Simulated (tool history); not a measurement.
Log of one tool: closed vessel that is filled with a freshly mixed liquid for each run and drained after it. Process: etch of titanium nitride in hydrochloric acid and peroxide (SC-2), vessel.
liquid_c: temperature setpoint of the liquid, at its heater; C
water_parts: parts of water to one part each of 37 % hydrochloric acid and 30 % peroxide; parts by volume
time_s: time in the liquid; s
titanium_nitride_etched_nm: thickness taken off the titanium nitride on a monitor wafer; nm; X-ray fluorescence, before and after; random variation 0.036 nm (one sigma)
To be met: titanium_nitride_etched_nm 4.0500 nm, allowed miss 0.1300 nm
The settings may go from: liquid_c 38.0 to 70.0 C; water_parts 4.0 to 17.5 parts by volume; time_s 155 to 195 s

Run 1, hour 0.0: liquid_c 54.0 C, water_parts 9.5 parts by volume, time_s 195 s. Result: titanium_nitride_etched_nm 7.9554 nm.
Run 2, hour 6.6: liquid_c 53.0 C, water_parts 9.5 parts by volume, time_s 195 s. Result: titanium_nitride_etched_nm 7.3875 nm.
Run 3, hour 12.8: liquid_c 52.0 C, water_parts 9.5 parts by volume, time_s 195 s. Result: titanium_nitride_etched_nm 6.9316 nm.
Run 4, hour 18.4: liquid_c 52.0 C, water_parts 13.0 parts by volume, time_s 195 s. Result: titanium_nitride_etched_nm 5.2754 nm.
Run 5, hour 23.4: liquid_c 52.0 C, water_parts 13.0 parts by volume, time_s 155 s. Result: titanium_nitride_etched_nm 4.2344 nm.
Run 6, hour 25.9: liquid_c 46.0 C, water_parts 13.0 parts by volume, time_s 155 s. Result: titanium_nitride_etched_nm 2.7726 nm.
Run 7, hour 34.6: liquid_c 46.5 C, water_parts 13.0 parts by volume, time_s 155 s. Result: titanium_nitride_etched_nm 2.8734 nm.
Run 8, hour 39.2: liquid_c 47.0 C, water_parts 13.0 parts by volume, time_s 155 s. Result: titanium_nitride_etched_nm 3.0112 nm.
Run 9, hour 46.0: liquid_c 52.5 C, water_parts 13.0 parts by volume, time_s 155 s. Result: titanium_nitride_etched_nm 4.2396 nm.
Run 10, hour 46.7: liquid_c 52.0 C, water_parts 13.0 parts by volume, time_s 155 s. Result: titanium_nitride_etched_nm 4.2098 nm.

Which of these 5 next moves meets every target?
Run A, hour 47.4: liquid_c 52.0 C, water_parts 15.0 parts by volume, time_s 190 s. Result: titanium_nitride_etched_nm ?.
Run B, hour 47.4: liquid_c 51.5 C, water_parts 13.5 parts by volume, time_s 170 s. Result: titanium_nitride_etched_nm ?.
Run C, hour 47.4: liquid_c 52.5 C, water_parts 14.0 parts by volume, time_s 175 s. Result: titanium_nitride_etched_nm ?.
Run D, hour 47.4: liquid_c 52.0 C, water_parts 15.5 parts by volume, time_s 175 s. Result: titanium_nitride_etched_nm ?.
Run E, hour 47.4: liquid_c 52.0 C, water_parts 14.0 parts by volume, time_s 170 s. Result: titanium_nitride_etched_nm ?.

move  titanium_nitride_etched_nm
   A                      4.4743
   B                      4.2483
   C                      4.5250
   D                      4.0033
   E                      4.2535
A: further off than the last run
B: further off than the last run
C: further off than the last run
D: meets every target
E: further off than the last run
Answer: D
